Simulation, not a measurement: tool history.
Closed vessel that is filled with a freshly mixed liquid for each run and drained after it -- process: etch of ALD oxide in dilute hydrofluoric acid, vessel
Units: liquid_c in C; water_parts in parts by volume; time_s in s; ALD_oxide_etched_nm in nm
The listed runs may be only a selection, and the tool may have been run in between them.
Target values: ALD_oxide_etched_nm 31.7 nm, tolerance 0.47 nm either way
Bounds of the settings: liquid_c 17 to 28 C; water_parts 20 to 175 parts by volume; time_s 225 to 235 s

run 1 hour=0 | liquid_c=20 water_parts=95 time_s=225 | ALD_oxide_etched_nm=23.886
run 2 hour=6.6 | liquid_c=18.5 water_parts=95 time_s=225 | ALD_oxide_etched_nm=22.51
run 3 hour=14.2 | liquid_c=18.5 water_parts=95 time_s=225 | ALD_oxide_etched_nm=22.528
run 4 hour=18.5 | liquid_c=17 water_parts=95 time_s=225 | ALD_oxide_etched_nm=21.034
run 5 hour=20.7 | liquid_c=19 water_parts=95 time_s=225 | ALD_oxide_etched_nm=23.123
run 6 hour=27.6 | liquid_c=19 water_parts=110 time_s=225 | ALD_oxide_etched_nm=19.647
run 7 hour=33.5 | liquid_c=19 water_parts=110 time_s=225 | ALD_oxide_etched_nm=19.519
run 8 hour=34.5 | liquid_c=23 water_parts=100 time_s=225 | ALD_oxide_etched_nm=25.491
run 9 hour=38 | liquid_c=24 water_parts=100 time_s=225 | ALD_oxide_etched_nm=26.762
run 10 hour=46.2 | liquid_c=28 water_parts=100 time_s=225 | ALD_oxide_etched_nm=31.173

Below are 5 possible settings for the next run. Only one of them brings all results inside the allowed miss of their targets. Which is it?
run A hour=54.4 | liquid_c=25.5 water_parts=95 time_s=230 | ALD_oxide_etched_nm=?
run B hour=54.4 | liquid_c=28 water_parts=100 time_s=230 | ALD_oxide_etched_nm=?
run C hour=54.4 | liquid_c=28 water_parts=105 time_s=230 | ALD_oxide_etched_nm=?
run D hour=54.4 | liquid_c=26 water_parts=95 time_s=225 | ALD_oxide_etched_nm=?
run E hour=54.4 | liquid_c=28 water_parts=105 time_s=235 | ALD_oxide_etched_nm=?

move=A ALD_oxide_etched_nm=30.556
move=B ALD_oxide_etched_nm=31.769
move=C ALD_oxide_etched_nm=30.053
move=D ALD_oxide_etched_nm=30.483
move=E ALD_oxide_etched_nm=30.707
A: misses by more than the last run did
B: each result inside its tolerance
C: misses by more than the last run did
D: misses by more than the last run did
E: misses by more than the last run did
Correct choice: B, which meets every target
